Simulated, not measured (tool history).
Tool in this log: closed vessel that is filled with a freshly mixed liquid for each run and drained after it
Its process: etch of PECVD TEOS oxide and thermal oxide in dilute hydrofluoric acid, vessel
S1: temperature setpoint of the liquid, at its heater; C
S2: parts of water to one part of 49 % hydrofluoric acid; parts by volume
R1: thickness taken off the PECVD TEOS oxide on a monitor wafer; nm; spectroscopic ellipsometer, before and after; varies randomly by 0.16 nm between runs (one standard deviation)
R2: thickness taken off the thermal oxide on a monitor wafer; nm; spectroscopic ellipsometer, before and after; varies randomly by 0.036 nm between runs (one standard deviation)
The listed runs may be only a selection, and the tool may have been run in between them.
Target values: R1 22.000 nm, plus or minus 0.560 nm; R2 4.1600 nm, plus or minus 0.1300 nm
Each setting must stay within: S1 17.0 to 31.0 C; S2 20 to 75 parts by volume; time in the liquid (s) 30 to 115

run 1 hour=0.0 | S1=23.0 S2=45 time_in_the_liquid_(s)=60 | R1=33.970 R2=6.3745
run 2 hour=1.6 | S1=23.0 S2=35 time_in_the_liquid_(s)=60 | R1=43.273 R2=8.2391
run 3 hour=9.5 | S1=23.0 S2=45 time_in_the_liquid_(s)=60 | R1=33.565 R2=6.3943
run 4 hour=10.8 | S1=23.0 S2=35 time_in_the_liquid_(s)=60 | R1=43.849 R2=8.3236
run 5 hour=17.3 | S1=23.0 S2=35 time_in_the_liquid_(s)=50 | R1=36.684 R2=6.8591
run 6 hour=24.4 | S1=22.0 S2=35 time_in_the_liquid_(s)=50 | R1=34.587 R2=6.5625
run 7 hour=30.3 | S1=21.0 S2=35 time_in_the_liquid_(s)=50 | R1=33.775 R2=6.3822
run 8 hour=35.6 | S1=17.0 S2=50 time_in_the_liquid_(s)=50 | R1=19.376 R2=3.6925
run 9 hour=38.0 | S1=17.5 S2=50 time_in_the_liquid_(s)=50 | R1=19.940 R2=3.7535
run 10 hour=47.1 | S1=18.0 S2=50 time_in_the_liquid_(s)=50 | R1=20.185 R2=3.7756
-- hour=51.1 hydrofluoric acid flow meter replaced
run 11 hour=51.1 | S1=20.5 S2=50 time_in_the_liquid_(s)=50 | R1=25.062 R2=4.7338
run 12 hour=52.4 | S1=20.0 S2=50 time_in_the_liquid_(s)=50 | R1=24.280 R2=4.6762

Below are 4 possible settings for the next run. Only one of them brings all results inside the allowed miss of their targets. Which is it?
run A hour=53.7 | S1=19.0 S2=50 time_in_the_liquid_(s)=45 | R1=? R2=?
run B hour=53.7 | S1=17.0 S2=50 time_in_the_liquid_(s)=55 | R1=? R2=?
run C hour=53.7 | S1=21.0 S2=50 time_in_the_liquid_(s)=40 | R1=? R2=?
run D hour=53.7 | S1=17.5 S2=50 time_in_the_liquid_(s)=50 | R1=? R2=?

move=A R1=21.305 R2=4.0101
move=B R1=23.886 R2=4.4961
move=C R1=20.617 R2=3.8806
move=D R1=22.191 R2=4.1770
A: takes the result that was furthest off past its target
B: an improvement on the last run, though not all results are within tolerance
C: takes the result that was furthest off past its target
D: each result inside its tolerance
D is the move that brings every result within its allowed miss.
